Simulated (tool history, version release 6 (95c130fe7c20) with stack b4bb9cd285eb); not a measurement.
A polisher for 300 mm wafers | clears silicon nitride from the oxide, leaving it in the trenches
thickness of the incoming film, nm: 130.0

| run | day | flow of slurry (ml/min) | pressure of the wafer on the pad (kPa) | speed of the pad under the wafer (cm/s) | overpolish time after the end point (s) | time until the end point was called (s) |
|---|---|---|---|---|---|---|
| 1 | 0 | 320 | 23.4 | 108 | 18 | 112.08 |
| 2 | 0.242 | 320 | 22.1 | 104 | 18 | 125.82 |
| 3 | 0.483 | 320 | 19.3 | 104 | 18 | 139.79 |
| 4 | 0.85 | 320 | 19.3 | 104 | 18 | 140.22 |
| 5 | 1.062 | 320 | 19.3 | 104 | 19 | 144.45 |
| 6 | 1.367 | 355 | 19.3 | 104 | 19 | 142.38 |
| 7 | 1.558 | 355 | 17.9 | 102 | 19 | 153.2 |
| 8 | 1.808 | 355 | 17.2 | 100 | 19 | 164.2 |
| 9 | 2.146 | 355 | 16.5 | 100 | 19 | 168.96 |
| 10 | 2.312 | 355 | 15.9 | 100 | 19 | 174.19 |
| 11 | 2.404 | 355 | 15.2 | 100 | 19 | 184.94 |

Forecast run 12:
| 12 | 2.521 | 355 | 14.5 | 100 | 19 | ? |

Run 12 gave time until the end point was called (s) 192.7.

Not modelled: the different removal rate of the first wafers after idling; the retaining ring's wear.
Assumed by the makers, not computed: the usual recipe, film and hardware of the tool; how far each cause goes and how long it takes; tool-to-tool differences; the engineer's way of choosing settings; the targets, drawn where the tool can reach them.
